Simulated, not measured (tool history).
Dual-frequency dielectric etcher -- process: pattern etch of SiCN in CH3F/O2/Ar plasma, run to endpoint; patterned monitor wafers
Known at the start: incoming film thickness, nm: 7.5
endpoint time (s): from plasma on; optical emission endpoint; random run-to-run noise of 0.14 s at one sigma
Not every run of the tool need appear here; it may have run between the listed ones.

run 1 day=0.000 | source_power_(kW)=0.420 bias_power_(kW)=0.062 | endpoint_time_(s)=20.762
run 2 day=0.371 | source_power_(kW)=0.410 bias_power_(kW)=0.062 | endpoint_time_(s)=20.948
run 3 day=0.621 | source_power_(kW)=0.400 bias_power_(kW)=0.062 | endpoint_time_(s)=21.080
run 4 day=0.971 | source_power_(kW)=0.460 bias_power_(kW)=0.062 | endpoint_time_(s)=19.956
run 5 day=1.325 | source_power_(kW)=0.490 bias_power_(kW)=0.062 | endpoint_time_(s)=19.287
run 6 day=1.421 | source_power_(kW)=0.450 bias_power_(kW)=0.062 | endpoint_time_(s)=20.013

Estimate the outcome of run 7 from the log above:
run 7 day=1.454 | source_power_(kW)=0.440 bias_power_(kW)=0.062 | endpoint_time_(s)=?

{"run 7": {"endpoint time (s)": 20.373}}
